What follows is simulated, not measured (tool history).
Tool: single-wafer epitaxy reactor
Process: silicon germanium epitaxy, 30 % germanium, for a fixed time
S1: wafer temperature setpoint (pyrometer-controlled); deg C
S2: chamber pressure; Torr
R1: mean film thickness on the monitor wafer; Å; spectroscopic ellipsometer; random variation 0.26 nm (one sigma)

{"run": 1, "hour": 0.0, "S1": 610, "S2": 18.1, "R1": 735.23}
{"run": 2, "hour": 5.8, "S1": 602, "S2": 17.8, "R1": 632.64}
{"run": 3, "hour": 13.7, "S1": 602, "S2": 15.8, "R1": 609.45}
{"run": 4, "hour": 17.4, "S1": 606, "S2": 15.8, "R1": 661.04}
{"run": 5, "hour": 24.3, "S1": 606, "S2": 18.5, "R1": 692.57}
{"run": 6, "hour": 31.5, "S1": 606, "S2": 21.6, "R1": 729.74}
{"run": 7, "hour": 33.6, "S1": 599, "S2": 20.7, "R1": 626.53}

Run 8 comes next. What will it give?
{"run": 8, "hour": 37.7, "S1": 595, "S2": 20.5, "R1": "?"}

R1: 577.56 Å
